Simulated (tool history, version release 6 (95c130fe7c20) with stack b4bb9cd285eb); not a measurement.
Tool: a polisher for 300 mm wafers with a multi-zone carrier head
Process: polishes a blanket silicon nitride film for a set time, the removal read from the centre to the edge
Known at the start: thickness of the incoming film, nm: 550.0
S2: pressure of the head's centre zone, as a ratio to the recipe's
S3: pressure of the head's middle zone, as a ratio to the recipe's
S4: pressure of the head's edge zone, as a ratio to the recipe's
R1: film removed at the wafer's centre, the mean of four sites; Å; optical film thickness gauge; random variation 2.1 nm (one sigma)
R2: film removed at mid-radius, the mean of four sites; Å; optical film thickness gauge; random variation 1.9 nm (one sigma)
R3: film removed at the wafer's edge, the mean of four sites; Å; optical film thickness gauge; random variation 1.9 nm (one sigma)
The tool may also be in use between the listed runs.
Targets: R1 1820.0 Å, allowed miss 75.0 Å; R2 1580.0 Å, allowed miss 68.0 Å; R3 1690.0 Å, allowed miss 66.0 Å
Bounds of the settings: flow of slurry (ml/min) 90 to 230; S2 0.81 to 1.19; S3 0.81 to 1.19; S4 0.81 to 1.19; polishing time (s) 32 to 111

Run 1, hour 0.0: flow of slurry (ml/min) 150, S2 1.00, S3 1.00, S4 1.00, polishing time (s) 71. Result: R1 1132.9 Å, R2 1149.2 Å, R3 1133.6 Å.
Run 2, hour 2.8: flow of slurry (ml/min) 150, S2 0.92, S3 1.00, S4 1.00, polishing time (s) 71. Result: R1 1011.0 Å, R2 1135.6 Å, R3 1128.6 Å.
Run 3, hour 6.6: flow of slurry (ml/min) 155, S2 0.94, S3 1.00, S4 1.02, polishing time (s) 74. Result: R1 1107.8 Å, R2 1188.7 Å, R3 1211.2 Å.
Run 4, hour 11.7: flow of slurry (ml/min) 155, S2 0.94, S3 1.00, S4 1.02, polishing time (s) 87. Result: R1 1286.9 Å, R2 1404.6 Å, R3 1426.6 Å.
Run 5, hour 19.0: flow of slurry (ml/min) 155, S2 0.94, S3 1.00, S4 1.02, polishing time (s) 99. Result: R1 1461.6 Å, R2 1594.4 Å, R3 1593.2 Å.
Run 6, hour 21.8: flow of slurry (ml/min) 160, S2 0.95, S3 0.99, S4 1.02, polishing time (s) 99. Result: R1 1479.4 Å, R2 1596.5 Å, R3 1596.4 Å.
Run 7, hour 24.6: flow of slurry (ml/min) 165, S2 0.97, S3 0.98, S4 1.03, polishing time (s) 99. Result: R1 1545.5 Å, R2 1606.6 Å, R3 1617.8 Å.
Run 8, hour 33.5: flow of slurry (ml/min) 170, S2 0.98, S3 0.97, S4 1.04, polishing time (s) 99. Result: R1 1542.8 Å, R2 1628.2 Å, R3 1667.1 Å.
Run 9, hour 40.4: flow of slurry (ml/min) 170, S2 1.00, S3 0.96, S4 1.04, polishing time (s) 99. Result: R1 1563.0 Å, R2 1581.0 Å, R3 1656.9 Å.
Run 10, hour 45.8: flow of slurry (ml/min) 170, S2 1.02, S3 0.96, S4 1.04, polishing time (s) 99. Result: R1 1599.7 Å, R2 1545.0 Å, R3 1606.9 Å.
Run 11, hour 51.7: flow of slurry (ml/min) 175, S2 1.03, S3 0.96, S4 1.05, polishing time (s) 99. Result: R1 1650.1 Å, R2 1597.7 Å, R3 1655.8 Å.
Run 12, hour 54.0: flow of slurry (ml/min) 175, S2 1.04, S3 0.96, S4 1.05, polishing time (s) 99. Result: R1 1662.7 Å, R2 1560.5 Å, R3 1636.6 Å.
Run 13, hour 58.5: flow of slurry (ml/min) 175, S2 1.05, S3 0.96, S4 1.05, polishing time (s) 99. Result: R1 1674.6 Å, R2 1594.0 Å, R3 1648.2 Å.

Which of these 4 next moves meets every target?
Run A, hour 63.0: flow of slurry (ml/min) 170, S2 1.09, S3 0.98, S4 1.00, polishing time (s) 111. Result: R1 ?, R2 ?, R3 ?.
Run B, hour 63.0: flow of slurry (ml/min) 165, S2 1.17, S3 1.02, S4 0.99, polishing time (s) 106. Result: R1 ?, R2 ?, R3 ?.
Run C, hour 63.0: flow of slurry (ml/min) 205, S2 1.09, S3 0.90, S4 1.01, polishing time (s) 102. Result: R1 ?, R2 ?, R3 ?.
Run D, hour 63.0: flow of slurry (ml/min) 175, S2 1.07, S3 0.96, S4 1.12, polishing time (s) 105. Result: R1 ?, R2 ?, R3 ?.

move      R1      R2      R3
   A  1941.7  1817.8  1825.8
   B  1980.5  1785.7  1727.8
   C  1841.7  1601.2  1724.0
   D  1812.3  1698.1  1834.1
A: takes the result that was furthest off past its target
B: takes the result that was furthest off past its target
C: meets every target
D: brings the result that was furthest off to its target, and leaves another outside
The right move is C.
